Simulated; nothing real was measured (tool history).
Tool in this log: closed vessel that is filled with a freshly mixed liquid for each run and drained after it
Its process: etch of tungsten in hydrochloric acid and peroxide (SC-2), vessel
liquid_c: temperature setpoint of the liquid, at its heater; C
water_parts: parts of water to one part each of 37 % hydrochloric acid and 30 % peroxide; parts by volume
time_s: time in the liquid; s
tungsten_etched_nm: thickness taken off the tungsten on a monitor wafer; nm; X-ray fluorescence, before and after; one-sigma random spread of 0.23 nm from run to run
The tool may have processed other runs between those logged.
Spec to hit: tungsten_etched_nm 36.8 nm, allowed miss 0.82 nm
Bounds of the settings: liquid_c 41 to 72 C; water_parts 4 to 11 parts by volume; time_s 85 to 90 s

| run | day | liquid_c | water_parts | time_s | tungsten_etched_nm |
|---|---|---|---|---|---|
| 1 | 0 | 57 | 6 | 85 | 77.654 |
| 2 | 0.388 | 54 | 6 | 85 | 64.009 |
| 3 | 0.654 | 52 | 6 | 85 | 56.582 |
| 4 | 0.933 | 50.5 | 6 | 85 | 50.873 |
| 5 | 1.079 | 44.5 | 6 | 85 | 33.823 |
| 6 | 1.362 | 41 | 6 | 85 | 26.335 |
|  | 1.625 | new drum of peroxide connected |
| 7 | 1.625 | 42 | 6 | 85 | 29.636 |
| 8 | 1.771 | 42 | 6 | 85 | 29.214 |
| 9 | 2.029 | 43 | 6 | 85 | 31.624 |

Below are 5 possible settings for the next run. Only one of them brings all results inside the allowed miss of their targets. Which is it?
| A | 2.288 | 43.5 | 6 | 90 | ? |
| B | 2.288 | 44.5 | 6 | 85 | ? |
| C | 2.288 | 42.5 | 6.5 | 85 | ? |
| D | 2.288 | 41 | 4 | 85 | ? |
| E | 2.288 | 46 | 7 | 85 | ? |

| move | tungsten_etched_nm |
|---|---|
| A | 34.417 |
| B | 34.835 |
| C | 28.535 |
| D | 36.383 |
| E | 34.325 |
A: better than the last run, though not everything is in spec
B: better than the last run, though not everything is in spec
C: lands further from the targets than the last run did
D: every result lands within tolerance
E: better than the last run, though not everything is in spec
So the answer is move D, the one that meets all the targets.

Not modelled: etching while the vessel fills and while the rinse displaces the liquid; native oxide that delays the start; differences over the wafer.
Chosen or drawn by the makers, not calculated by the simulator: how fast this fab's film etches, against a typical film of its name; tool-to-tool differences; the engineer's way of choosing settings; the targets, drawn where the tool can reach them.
